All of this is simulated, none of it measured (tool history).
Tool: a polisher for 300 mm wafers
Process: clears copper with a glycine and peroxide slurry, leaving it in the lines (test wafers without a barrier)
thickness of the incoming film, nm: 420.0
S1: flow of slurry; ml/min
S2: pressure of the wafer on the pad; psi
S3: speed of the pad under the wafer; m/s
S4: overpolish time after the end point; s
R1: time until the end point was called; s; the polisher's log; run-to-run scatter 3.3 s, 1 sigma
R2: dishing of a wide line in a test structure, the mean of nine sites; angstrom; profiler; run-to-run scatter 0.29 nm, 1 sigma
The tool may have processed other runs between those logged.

run  hour   S1   S2    S3  S4      R1      R2
  1   0.0  125  1.8  1.00  16  133.38  278.13
  2   1.4  120  1.6  0.98  16  148.45  260.80
  3   4.6  115  1.5  0.96  16  154.41  257.04
  4   7.0  115  1.4  0.94  16  173.16  244.21
  5  13.2  140  1.4  0.94  16  158.04  256.27
  6  19.8  140  1.4  0.94  10  158.37  177.25
  7  21.9  130  1.4  0.94  12  160.51  199.43
  8  25.2  125  1.3  0.94  13  169.12  207.81
  9  31.1  120  1.3  0.94  14  171.55  219.25

Estimate the outcome of run 10 from the log above:
 10  37.3  115  1.3  0.94  14   ?   ?

Run 10 came out at R1 174.70 s, R2 209.66 angstrom.
